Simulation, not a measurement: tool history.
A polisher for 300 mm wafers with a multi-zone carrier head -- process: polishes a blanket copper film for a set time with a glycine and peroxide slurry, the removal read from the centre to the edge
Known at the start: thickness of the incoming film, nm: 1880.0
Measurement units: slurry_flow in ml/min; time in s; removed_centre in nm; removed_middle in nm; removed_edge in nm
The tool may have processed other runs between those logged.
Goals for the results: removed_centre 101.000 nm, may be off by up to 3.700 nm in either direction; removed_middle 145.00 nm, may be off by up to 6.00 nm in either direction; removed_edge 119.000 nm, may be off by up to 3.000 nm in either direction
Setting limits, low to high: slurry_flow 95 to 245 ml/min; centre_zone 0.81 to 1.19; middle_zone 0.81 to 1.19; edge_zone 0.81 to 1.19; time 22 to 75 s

run	hour	slurry_flow	centre_zone	middle_zone	edge_zone	time	removed_centre	removed_middle	removed_edge
1	0.0	155	1.00	1.00	1.00	48	184.820	192.30	191.940
2	8.4	155	1.00	1.07	1.00	48	184.700	200.13	192.580
3	9.9	180	1.00	1.07	1.00	48	186.290	209.15	192.500
4	12.2	180	0.94	1.07	1.00	48	175.680	207.28	195.570
5	20.4	185	0.92	1.09	0.97	44	160.980	198.78	176.350
6	23.9	180	0.90	1.10	0.96	41	144.850	182.28	164.790
7	24.7	190	0.82	1.19	0.86	27	86.412	129.67	102.290
8	32.4	195	0.83	1.19	0.88	27	89.527	131.34	103.340
9	35.6	200	0.83	1.19	0.91	27	89.729	129.93	105.410
10	42.5	200	0.83	1.19	0.91	28	93.239	135.33	109.920

Exercise: of the 5 proposed moves below, exactly one satisfies all targets within the stated allowed misses. Which move is it?
A	49.4	165	0.83	1.17	0.89	31	?	?	?
B	49.4	210	0.88	1.06	0.95	29	?	?	?
C	49.4	210	0.96	1.12	0.89	26	?	?	?
D	49.4	175	0.91	1.02	0.91	31	?	?	?
E	49.4	215	0.81	1.19	0.92	25	?	?	?

move	removed_centre	removed_middle	removed_edge
A	98.680	146.02	117.160
B	101.180	129.25	115.610
C	99.071	121.43	100.490
D	109.090	130.78	119.250
E	80.540	123.45	98.208
A: each result inside its tolerance
B: closes in on the targets versus the last run, not all within tolerance yet
C: its largest miss is bigger than the last run's
D: brings the last run's worst result on target, with another outside its allowed miss
E: its largest miss is bigger than the last run's
Move A is the one to make.

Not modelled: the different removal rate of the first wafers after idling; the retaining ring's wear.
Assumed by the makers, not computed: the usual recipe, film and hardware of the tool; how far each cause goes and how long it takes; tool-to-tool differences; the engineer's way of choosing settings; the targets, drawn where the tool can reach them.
